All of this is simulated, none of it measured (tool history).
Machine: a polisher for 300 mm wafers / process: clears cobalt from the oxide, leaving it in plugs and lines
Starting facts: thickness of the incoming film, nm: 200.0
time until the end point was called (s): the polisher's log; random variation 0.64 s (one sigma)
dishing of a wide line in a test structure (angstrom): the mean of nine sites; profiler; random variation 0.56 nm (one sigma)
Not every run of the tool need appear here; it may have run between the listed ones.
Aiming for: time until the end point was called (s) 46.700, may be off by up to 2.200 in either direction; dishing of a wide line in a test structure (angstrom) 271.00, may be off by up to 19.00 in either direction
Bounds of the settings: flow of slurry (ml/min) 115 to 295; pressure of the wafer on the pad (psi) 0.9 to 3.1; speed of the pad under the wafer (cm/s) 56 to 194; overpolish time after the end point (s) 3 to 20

run  hour  flow of slurry (ml/min)  pressure of the wafer on the pad (psi)  speed of the pad under the wafer (cm/s)  overpolish time after the end point (s)  time until the end point was called (s)  dishing of a wide line in a test structure (angstrom)
  1   0.0                      190                                     2.0                                      124                                       10                                   27.640                                                 404.08
  2   3.5                      225                                     2.0                                      124                                       10                                   27.993                                                 414.28
  3   6.8                      225                                     2.0                                      124                                       12                                   27.325                                                 450.53
  4  11.5                      225                                     2.3                                      124                                       12                                   25.495                                                 497.57
  5  13.0                      225                                     2.1                                      120                                       12                                   27.883                                                 470.66
  6  14.8                      225                                     2.0                                      118                                       12                                   29.451                                                 441.74
  7  22.3                      225                                     1.9                                      116                                       12                                   30.109                                                 421.08
     28.9  -- worn pad replaced by a new one
  8  28.9                      220                                     1.3                                      106                                       10                                   39.223                                                 336.11
  9  36.0                      220                                     1.3                                      104                                       10                                   40.527                                                 326.35

5 candidate next runs follow, results not yet known. Just one meets every target within its allowed miss. Identify it.
  A  43.1                      160                                     1.2                                      110                                        8                                        ?                                                      ?
  B  43.1                      185                                     1.3                                       92                                        7                                        ?                                                      ?
  C  43.1                      215                                     1.7                                       76                                        7                                        ?                                                      ?
  D  43.1                      230                                     0.9                                      122                                        8                                        ?                                                      ?
  E  43.1                      225                                     1.3                                       90                                        9                                        ?                                                      ?

move  time until the end point was called (s)  dishing of a wide line in a test structure (angstrom)
   A                                   41.222                                                 267.75
   B                                   45.604                                                 223.43
   C                                   45.338                                                 224.49
   D                                   41.190                                                 267.98
   E                                   45.320                                                 272.61
A: corrects the largest miss of the last run, while another result sits out of spec
B: moves the result that the last run missed by most past its target, out the other side
C: moves the result that the last run missed by most past its target, out the other side
D: corrects the largest miss of the last run, while another result sits out of spec
E: all results in spec
E is the move that brings every result within its allowed miss.
